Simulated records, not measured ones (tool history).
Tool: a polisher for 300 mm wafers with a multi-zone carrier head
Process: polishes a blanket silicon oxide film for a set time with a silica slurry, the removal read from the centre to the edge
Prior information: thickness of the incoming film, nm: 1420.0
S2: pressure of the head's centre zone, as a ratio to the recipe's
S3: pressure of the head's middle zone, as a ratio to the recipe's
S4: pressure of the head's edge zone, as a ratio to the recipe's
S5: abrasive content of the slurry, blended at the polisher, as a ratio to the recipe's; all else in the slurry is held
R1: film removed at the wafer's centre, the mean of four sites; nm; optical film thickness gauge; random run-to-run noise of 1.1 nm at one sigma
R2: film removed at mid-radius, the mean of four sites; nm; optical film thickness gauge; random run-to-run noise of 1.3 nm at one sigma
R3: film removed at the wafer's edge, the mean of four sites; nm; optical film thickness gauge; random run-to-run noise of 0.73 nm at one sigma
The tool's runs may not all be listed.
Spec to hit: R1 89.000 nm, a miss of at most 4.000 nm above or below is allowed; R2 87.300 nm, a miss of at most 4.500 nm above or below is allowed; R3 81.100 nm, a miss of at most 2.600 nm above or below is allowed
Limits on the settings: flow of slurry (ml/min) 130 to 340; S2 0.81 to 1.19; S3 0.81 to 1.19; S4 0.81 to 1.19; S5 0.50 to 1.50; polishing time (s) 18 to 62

run 1 hour=0.0 | flow_of_slurry_(ml/min)=220 S2=1.00 S3=1.00 S4=1.00 S5=1.00 polishing_time_(s)=40 | R1=95.290 R2=93.770 R3=93.503
run 2 hour=1.5 | flow_of_slurry_(ml/min)=220 S2=1.00 S3=1.00 S4=0.98 S5=1.00 polishing_time_(s)=40 | R1=92.917 R2=94.952 R3=92.787
run 3 hour=8.4 | flow_of_slurry_(ml/min)=220 S2=1.00 S3=0.92 S4=0.98 S5=1.00 polishing_time_(s)=40 | R1=92.651 R2=88.662 R3=92.188
run 4 hour=15.6 | flow_of_slurry_(ml/min)=220 S2=1.01 S3=0.92 S4=0.96 S5=1.00 polishing_time_(s)=40 | R1=96.045 R2=85.264 R3=92.012
run 5 hour=21.7 | flow_of_slurry_(ml/min)=220 S2=1.01 S3=0.94 S4=0.94 S5=1.00 polishing_time_(s)=40 | R1=94.242 R2=90.834 R3=91.466
run 6 hour=27.2 | flow_of_slurry_(ml/min)=220 S2=1.01 S3=0.94 S4=0.94 S5=0.85 polishing_time_(s)=40 | R1=88.630 R2=81.255 R3=85.057
run 7 hour=28.3 | flow_of_slurry_(ml/min)=220 S2=1.01 S3=0.95 S4=0.93 S5=0.85 polishing_time_(s)=40 | R1=88.782 R2=84.329 R3=84.876
run 8 hour=36.9 | flow_of_slurry_(ml/min)=220 S2=1.01 S3=0.96 S4=0.92 S5=0.85 polishing_time_(s)=40 | R1=88.719 R2=86.131 R3=84.688
run 9 hour=42.6 | flow_of_slurry_(ml/min)=220 S2=1.01 S3=0.96 S4=0.91 S5=0.85 polishing_time_(s)=40 | R1=85.700 R2=84.565 R3=85.103
run 10 hour=49.5 | flow_of_slurry_(ml/min)=220 S2=1.01 S3=0.96 S4=0.91 S5=0.85 polishing_time_(s)=40 | R1=86.402 R2=82.704 R3=84.444
run 11 hour=56.9 | flow_of_slurry_(ml/min)=225 S2=1.02 S3=0.98 S4=0.91 S5=0.85 polishing_time_(s)=40 | R1=89.175 R2=85.671 R3=85.287
run 12 hour=65.8 | flow_of_slurry_(ml/min)=225 S2=1.03 S3=0.99 S4=0.90 S5=0.85 polishing_time_(s)=40 | R1=89.819 R2=89.051 R3=83.383
run 13 hour=73.2 | flow_of_slurry_(ml/min)=220 S2=1.04 S3=0.99 S4=0.89 S5=0.85 polishing_time_(s)=40 | R1=91.977 R2=89.937 R3=85.149

Next run, 5 choices. One meets every target within its allowed miss, the rest don't. Which?
run A hour=80.6 | flow_of_slurry_(ml/min)=270 S2=1.08 S3=0.86 S4=0.84 S5=0.85 polishing_time_(s)=43 | R1=? R2=? R3=?
run B hour=80.6 | flow_of_slurry_(ml/min)=235 S2=0.89 S3=1.10 S4=0.92 S5=1.10 polishing_time_(s)=38 | R1=? R2=? R3=?
run C hour=80.6 | flow_of_slurry_(ml/min)=170 S2=1.09 S3=1.07 S4=0.95 S5=0.65 polishing_time_(s)=46 | R1=? R2=? R3=?
run D hour=80.6 | flow_of_slurry_(ml/min)=265 S2=0.96 S3=1.01 S4=0.92 S5=0.85 polishing_time_(s)=42 | R1=? R2=? R3=?
run E hour=80.6 | flow_of_slurry_(ml/min)=135 S2=1.12 S3=0.97 S4=0.81 S5=0.95 polishing_time_(s)=43 | R1=? R2=? R3=?

move=A R1=103.260 R2=84.602 R3=91.520
move=B R1=83.100 R2=101.930 R3=92.347
move=C R1=87.306 R2=85.892 R3=82.101
move=D R1=89.397 R2=94.302 R3=91.569
move=E R1=95.509 R2=84.975 R3=85.834
A: moves away from the targets compared with the last run
B: moves away from the targets compared with the last run
C: every result lands within tolerance
D: moves away from the targets compared with the last run
E: moves away from the targets compared with the last run
The move that meets every target is C.
